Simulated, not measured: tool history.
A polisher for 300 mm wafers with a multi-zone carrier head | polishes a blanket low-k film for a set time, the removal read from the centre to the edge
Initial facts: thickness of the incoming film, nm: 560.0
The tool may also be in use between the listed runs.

| run | hour | flow of slurry (ml/min) | pressure of the head's centre zone | pressure of the head's middle zone | pressure of the head's edge zone | abrasive content of the slurry | polishing time (s) | film removed at the wafer's centre (Å) | film removed at mid-radius (Å) | film removed at the wafer's edge (Å) |
|---|---|---|---|---|---|---|---|---|---|---|
| 1 | 0 | 235 | 1 | 1 | 1 | 1 | 40 | 130.48 | 129.72 | 129.38 |
| 2 | 4.3 | 240 | 0.99 | 1.01 | 1.03 | 1.1 | 41 | 141.42 | 140.26 | 139.63 |
| 3 | 12.6 | 240 | 0.92 | 1.01 | 1.03 | 1.1 | 41 | 129.76 | 139 | 140.72 |
| 4 | 20.5 | 240 | 0.91 | 1.02 | 1.05 | 1.15 | 42 | 135.55 | 146.09 | 150.46 |
| 5 | 22.3 | 245 | 0.91 | 1.04 | 1.07 | 1.2 | 42 | 138.71 | 154.4 | 151.88 |
| 6 | 26.7 | 245 | 0.91 | 0.97 | 1.07 | 1.2 | 42 | 139.65 | 141.91 | 152.69 |

For run 7, what comes out?
| 7 | 32.3 | 275 | 0.92 | 1.07 | 1.17 | 1.45 | 44 | ? | ? | ? |

Run 7 measured film removed at the wafer's centre (Å) 163.47, film removed at mid-radius (Å) 185.72, film removed at the wafer's edge (Å) 178.5.
